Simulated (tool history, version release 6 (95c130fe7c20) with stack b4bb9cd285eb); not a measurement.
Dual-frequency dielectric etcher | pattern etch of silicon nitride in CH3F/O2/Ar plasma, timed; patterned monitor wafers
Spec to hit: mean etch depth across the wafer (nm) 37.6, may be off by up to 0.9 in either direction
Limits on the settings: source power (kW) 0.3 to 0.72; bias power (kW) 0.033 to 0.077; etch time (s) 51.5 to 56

run,hour,source power (kW),bias power (kW),etch time (s),mean etch depth across the wafer (nm)
1,0,0.51,0.055,56,42.736
2,1.5,0.51,0.055,56,42.714
3,6.6,0.51,0.06,56,43.593
4,12.7,0.47,0.059,56,41.158
5,17.7,0.45,0.059,56,39.946
6,23.3,0.44,0.059,56,39.359
7,28.3,0.39,0.057,56,35.997
8,30.2,0.4,0.057,56,36.477

Which one of the following 4 next-run settings gets every result inside its allowed miss? There is exactly one.
A,32.1,0.44,0.052,55,?
B,32.1,0.43,0.054,52,?
C,32.1,0.46,0.047,51.5,?
D,32.1,0.43,0.048,53.5,?

move,mean etch depth across the wafer (nm)
A,37.645
B,35.325
C,35.552
D,35.421
A: every result within its allowed miss
B: the biggest miss grows against the last run
C: the biggest miss grows against the last run
D: the biggest miss grows against the last run
Move A is the one to make.
